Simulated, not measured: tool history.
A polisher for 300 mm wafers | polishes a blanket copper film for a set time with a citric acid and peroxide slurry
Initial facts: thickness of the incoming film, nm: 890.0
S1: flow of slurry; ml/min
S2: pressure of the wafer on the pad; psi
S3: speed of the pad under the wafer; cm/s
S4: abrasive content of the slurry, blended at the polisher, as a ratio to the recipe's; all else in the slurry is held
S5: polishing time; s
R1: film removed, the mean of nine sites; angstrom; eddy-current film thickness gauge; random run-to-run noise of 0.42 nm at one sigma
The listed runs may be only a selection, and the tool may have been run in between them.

run  hour   S1   S2   S3   S4  S5       R1
  1   0.0  215  3.3  104  1.0  59  1215.90
  2   2.3  245  3.3  104  1.0  59  1232.50
  3   8.0  240  2.7   98  1.0  59   968.73
  4  14.6  290  2.7   98  1.0  59   987.91
  5  22.8  290  2.1   98  1.0  59   777.44
  6  28.5  290  1.9   96  1.0  59   703.23
  7  32.2  285  1.8   96  1.0  59   659.40
  8  38.9  265  1.7   96  1.0  59   635.14
  9  40.4  255  1.5   94  1.0  59   540.29
 10  47.0  270  1.5   94  1.0  59   548.94
 11  54.5  280  1.5   94  1.0  59   550.97

Run 12, settings as shown, results not yet in. Your forecast:
 12  55.0  290  1.5  94  1.0  59   ?

{"run 12": {"R1": 543.81}}

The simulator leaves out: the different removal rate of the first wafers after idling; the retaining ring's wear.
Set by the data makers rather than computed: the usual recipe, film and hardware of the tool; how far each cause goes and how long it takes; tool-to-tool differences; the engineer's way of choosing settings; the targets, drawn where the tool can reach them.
